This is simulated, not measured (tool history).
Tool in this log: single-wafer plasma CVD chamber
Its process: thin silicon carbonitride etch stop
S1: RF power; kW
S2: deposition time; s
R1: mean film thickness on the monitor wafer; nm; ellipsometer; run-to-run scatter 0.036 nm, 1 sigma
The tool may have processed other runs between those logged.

| run | day | S1 | S2 | R1 |
|---|---|---|---|---|
| 1 | 0.000 | 0.215 | 19.2 | 11.550 |
| 2 | 0.054 | 0.200 | 19.2 | 11.168 |
| 3 | 0.317 | 0.215 | 19.2 | 11.539 |
| 4 | 0.354 | 0.215 | 18.2 | 10.951 |
| 5 | 0.621 | 0.235 | 18.3 | 11.291 |
| 6 | 0.829 | 0.245 | 18.6 | 11.745 |
| 7 | 1.154 | 0.255 | 18.6 | 11.897 |
| 8 | 1.396 | 0.260 | 18.7 | 12.036 |
| 9 | 1.625 | 0.265 | 18.8 | 12.209 |

Run 10 comes next. What will it give?
| 10 | 1.879 | 0.270 | 18.8 | ? |

Run 10 measured R1 12.250 nm.
